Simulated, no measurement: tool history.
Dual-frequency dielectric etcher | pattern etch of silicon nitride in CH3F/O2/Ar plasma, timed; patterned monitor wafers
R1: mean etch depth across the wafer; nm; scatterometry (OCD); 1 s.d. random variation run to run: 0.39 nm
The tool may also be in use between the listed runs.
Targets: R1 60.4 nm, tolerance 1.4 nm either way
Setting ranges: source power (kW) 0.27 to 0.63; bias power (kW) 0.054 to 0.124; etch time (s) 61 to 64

{"run": 1, "hour": 0.0, "source power (kW)": 0.45, "bias power (kW)": 0.089, "etch time (s)": 61, "R1": 50.371}
{"run": 2, "hour": 7.0, "source power (kW)": 0.45, "bias power (kW)": 0.089, "etch time (s)": 64, "R1": 52.654}
{"run": 3, "hour": 14.9, "source power (kW)": 0.48, "bias power (kW)": 0.091, "etch time (s)": 64, "R1": 55.581}
{"run": 4, "hour": 23.8, "source power (kW)": 0.48, "bias power (kW)": 0.081, "etch time (s)": 64, "R1": 51.824}
{"run": 5, "hour": 26.8, "source power (kW)": 0.48, "bias power (kW)": 0.081, "etch time (s)": 61, "R1": 49.193}
{"run": 6, "hour": 31.1, "source power (kW)": 0.48, "bias power (kW)": 0.081, "etch time (s)": 64, "R1": 51.275}
{"run": 7, "hour": 39.4, "source power (kW)": 0.51, "bias power (kW)": 0.083, "etch time (s)": 64, "R1": 54.633}
{"run": 8, "hour": 46.0, "source power (kW)": 0.53, "bias power (kW)": 0.084, "etch time (s)": 64, "R1": 56.037}
{"run": 9, "hour": 48.5, "source power (kW)": 0.55, "bias power (kW)": 0.084, "etch time (s)": 64, "R1": 56.857}
{"run": 10, "hour": 56.3, "source power (kW)": 0.56, "bias power (kW)": 0.084, "etch time (s)": 64, "R1": 57.72}
{"run": 11, "hour": 64.5, "source power (kW)": 0.56, "bias power (kW)": 0.084, "etch time (s)": 64, "R1": 57.381}
{"run": 12, "hour": 73.4, "source power (kW)": 0.57, "bias power (kW)": 0.084, "etch time (s)": 64, "R1": 58.64}
{"run": 13, "hour": 75.6, "source power (kW)": 0.58, "bias power (kW)": 0.084, "etch time (s)": 64, "R1": 58.295}

5 candidate next runs follow, results not yet known. Just one meets every target within its allowed miss. Identify it.
{"run": "A", "hour": 77.8, "source power (kW)": 0.57, "bias power (kW)": 0.084, "etch time (s)": 62.5, "R1": "?"}
{"run": "B", "hour": 77.8, "source power (kW)": 0.58, "bias power (kW)": 0.091, "etch time (s)": 62.5, "R1": "?"}
{"run": "C", "hour": 77.8, "source power (kW)": 0.61, "bias power (kW)": 0.08, "etch time (s)": 62.5, "R1": "?"}
{"run": "D", "hour": 77.8, "source power (kW)": 0.6, "bias power (kW)": 0.091, "etch time (s)": 64, "R1": "?"}
{"run": "E", "hour": 77.8, "source power (kW)": 0.63, "bias power (kW)": 0.074, "etch time (s)": 63, "R1": "?"}

move=A R1=56.787
move=B R1=59.953
move=C R1=57.268
move=D R1=62.501
move=E R1=56.133
A: misses by more than the last run did
B: hits every target within its allowed miss
C: misses by more than the last run did
D: the result that was furthest off in the last run now lies on the other side of its target
E: misses by more than the last run did
Answer: B
